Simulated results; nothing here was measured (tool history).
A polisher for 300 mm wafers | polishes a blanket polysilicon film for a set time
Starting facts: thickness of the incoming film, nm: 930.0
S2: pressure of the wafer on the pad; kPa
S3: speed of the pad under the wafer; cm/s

{"run": 1, "hour": 0.0, "flow of slurry (ml/min)": 130, "S2": 20.7, "S3": 78, "polishing time (s)": 34, "film removed (angstrom)": 2245}
{"run": 2, "hour": 3.5, "flow of slurry (ml/min)": 140, "S2": 22.1, "S3": 78, "polishing time (s)": 34, "film removed (angstrom)": 2483.8}
{"run": 3, "hour": 8.6, "flow of slurry (ml/min)": 140, "S2": 18.6, "S3": 78, "polishing time (s)": 34, "film removed (angstrom)": 2049.7}
{"run": 4, "hour": 16.6, "flow of slurry (ml/min)": 150, "S2": 20.7, "S3": 78, "polishing time (s)": 34, "film removed (angstrom)": 2335.5}
{"run": 5, "hour": 24.9, "flow of slurry (ml/min)": 150, "S2": 16.5, "S3": 78, "polishing time (s)": 34, "film removed (angstrom)": 1868.7}
{"run": 6, "hour": 25.9, "flow of slurry (ml/min)": 150, "S2": 16.5, "S3": 64, "polishing time (s)": 34, "film removed (angstrom)": 1663.6}
{"run": 7, "hour": 30.2, "flow of slurry (ml/min)": 160, "S2": 19.3, "S3": 64, "polishing time (s)": 34, "film removed (angstrom)": 1962.7}
{"run": 8, "hour": 35.8, "flow of slurry (ml/min)": 165, "S2": 21.4, "S3": 64, "polishing time (s)": 34, "film removed (angstrom)": 2144}
{"run": 9, "hour": 36.6, "flow of slurry (ml/min)": 170, "S2": 23.4, "S3": 64, "polishing time (s)": 34, "film removed (angstrom)": 2359.2}
{"run": 10, "hour": 44.3, "flow of slurry (ml/min)": 175, "S2": 24.8, "S3": 64, "polishing time (s)": 34, "film removed (angstrom)": 2492.3}
{"hour": 50.2, "done": "worn pad replaced by a new one"}
{"run": 11, "hour": 50.2, "flow of slurry (ml/min)": 175, "S2": 26.2, "S3": 64, "polishing time (s)": 34, "film removed (angstrom)": 2833.4}

For run 12, what comes out?
{"run": 12, "hour": 55.3, "flow of slurry (ml/min)": 180, "S2": 26.9, "S3": 64, "polishing time (s)": 34, "film removed (angstrom)": "?"}

{"run 12": {"film removed (angstrom)": 2966.3}}

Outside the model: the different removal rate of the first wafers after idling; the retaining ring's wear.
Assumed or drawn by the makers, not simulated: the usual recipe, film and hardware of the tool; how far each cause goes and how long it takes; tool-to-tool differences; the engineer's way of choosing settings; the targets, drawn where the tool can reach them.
